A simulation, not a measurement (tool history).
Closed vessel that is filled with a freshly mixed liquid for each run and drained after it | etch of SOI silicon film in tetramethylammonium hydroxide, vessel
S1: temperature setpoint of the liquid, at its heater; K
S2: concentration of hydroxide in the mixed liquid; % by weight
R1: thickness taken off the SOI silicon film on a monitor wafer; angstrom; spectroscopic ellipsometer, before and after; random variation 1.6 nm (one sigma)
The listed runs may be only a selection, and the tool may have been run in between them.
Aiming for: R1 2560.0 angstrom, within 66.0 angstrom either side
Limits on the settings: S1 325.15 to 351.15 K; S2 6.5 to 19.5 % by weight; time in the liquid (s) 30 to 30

{"run": 1, "hour": 0.0, "S1": 338.15, "S2": 13.0, "time in the liquid (s)": 30, "R1": 1391.3}
{"run": 2, "hour": 3.9, "S1": 338.15, "S2": 13.0, "time in the liquid (s)": 30, "R1": 1388.4}
{"run": 3, "hour": 5.3, "S1": 339.65, "S2": 13.0, "time in the liquid (s)": 30, "R1": 1518.2}
{"run": 4, "hour": 10.4, "S1": 339.65, "S2": 15.0, "time in the liquid (s)": 30, "R1": 1407.2}
{"run": 5, "hour": 16.1, "S1": 339.65, "S2": 15.0, "time in the liquid (s)": 30, "R1": 1426.4}
{"run": 6, "hour": 21.6, "S1": 339.65, "S2": 17.0, "time in the liquid (s)": 30, "R1": 1348.8}
{"run": 7, "hour": 24.7, "S1": 341.15, "S2": 17.0, "time in the liquid (s)": 30, "R1": 1485.9}
{"run": 8, "hour": 27.9, "S1": 342.65, "S2": 17.0, "time in the liquid (s)": 30, "R1": 1644.8}
{"run": 9, "hour": 29.0, "S1": 343.65, "S2": 17.0, "time in the liquid (s)": 30, "R1": 1720.9}
{"run": 10, "hour": 30.1, "S1": 344.65, "S2": 17.0, "time in the liquid (s)": 30, "R1": 1833.1}
{"run": 11, "hour": 39.0, "S1": 344.65, "S2": 17.0, "time in the liquid (s)": 30, "R1": 1847.6}
{"hour": 45.3, "done": "thermometer replaced"}
{"run": 12, "hour": 45.3, "S1": 345.65, "S2": 17.0, "time in the liquid (s)": 30, "R1": 2154.0}
{"run": 13, "hour": 51.4, "S1": 346.15, "S2": 17.0, "time in the liquid (s)": 30, "R1": 2210.5}
{"run": 14, "hour": 52.7, "S1": 346.65, "S2": 17.0, "time in the liquid (s)": 30, "R1": 2283.7}
{"run": 15, "hour": 54.5, "S1": 347.65, "S2": 17.0, "time in the liquid (s)": 30, "R1": 2415.9}

Which of these 4 next moves meets every target?
{"run": "A", "hour": 56.3, "S1": 348.65, "S2": 17.0, "time in the liquid (s)": 30, "R1": "?"}
{"run": "B", "hour": 56.3, "S1": 347.15, "S2": 17.0, "time in the liquid (s)": 30, "R1": "?"}
{"run": "C", "hour": 56.3, "S1": 346.15, "S2": 15.5, "time in the liquid (s)": 30, "R1": "?"}
{"run": "D", "hour": 56.3, "S1": 349.15, "S2": 16.5, "time in the liquid (s)": 30, "R1": "?"}

move=A R1=2571.7
move=B R1=2360.6
move=C R1=2302.1
move=D R1=2674.9
A: hits every target within its allowed miss
B: the biggest miss grows against the last run
C: the biggest miss grows against the last run
D: takes the result that was furthest off past its target
So the answer is move A, the one that meets all the targets.
